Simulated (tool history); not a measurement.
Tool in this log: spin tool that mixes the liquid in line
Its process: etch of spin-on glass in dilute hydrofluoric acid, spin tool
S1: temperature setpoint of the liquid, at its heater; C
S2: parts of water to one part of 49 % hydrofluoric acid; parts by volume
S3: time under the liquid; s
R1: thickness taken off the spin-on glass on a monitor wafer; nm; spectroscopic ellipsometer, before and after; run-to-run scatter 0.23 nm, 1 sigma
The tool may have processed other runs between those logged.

run,day,S1,S2,S3,R1
1,0.000,25.0,295,175,22.998
2,0.296,27.5,285,175,26.294
3,0.500,29.0,280,175,28.573
4,0.850,29.0,280,185,29.705
5,1.058,29.0,280,175,28.086
6,1.358,29.0,370,175,19.578
7,1.596,30.0,335,175,22.995
8,1.658,31.0,310,175,26.690
9,1.721,31.5,295,175,28.573
10,2.088,33.0,255,175,36.342
11,2.138,33.0,255,175,36.898

Run 12, settings as shown, results not yet in. Your forecast:
12,2.275,33.0,255,175,?

Logged for run 12: R1 36.416 nm.
